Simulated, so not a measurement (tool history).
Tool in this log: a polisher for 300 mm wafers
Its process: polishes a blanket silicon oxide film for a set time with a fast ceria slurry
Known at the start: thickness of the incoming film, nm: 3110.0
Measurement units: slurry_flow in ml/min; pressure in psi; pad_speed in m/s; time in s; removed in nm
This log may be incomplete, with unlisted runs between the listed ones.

Run 1, day 0.000: slurry_flow 300 ml/min, pressure 2.7 psi, pad_speed 1.26 m/s, time 27 s. Result: removed 468.68 nm.
Run 2, day 0.292: slurry_flow 300 ml/min, pressure 2.4 psi, pad_speed 1.26 m/s, time 27 s. Result: removed 420.38 nm.
Run 3, day 0.512: slurry_flow 370 ml/min, pressure 2.4 psi, pad_speed 1.26 m/s, time 27 s. Result: removed 427.37 nm.
Run 4, day 0.558: slurry_flow 370 ml/min, pressure 2.2 psi, pad_speed 1.26 m/s, time 27 s. Result: removed 391.98 nm.
Run 5, day 0.675: slurry_flow 410 ml/min, pressure 2.2 psi, pad_speed 1.26 m/s, time 27 s. Result: removed 400.19 nm.
Run 6, day 1.046: slurry_flow 410 ml/min, pressure 2.0 psi, pad_speed 1.26 m/s, time 27 s. Result: removed 364.02 nm.

Run 7 comes next. What will it give?
Run 7, day 1.158: slurry_flow 410 ml/min, pressure 1.9 psi, pad_speed 1.26 m/s, time 27 s. Result: removed ?.

Run 7 measured removed 340.80 nm.
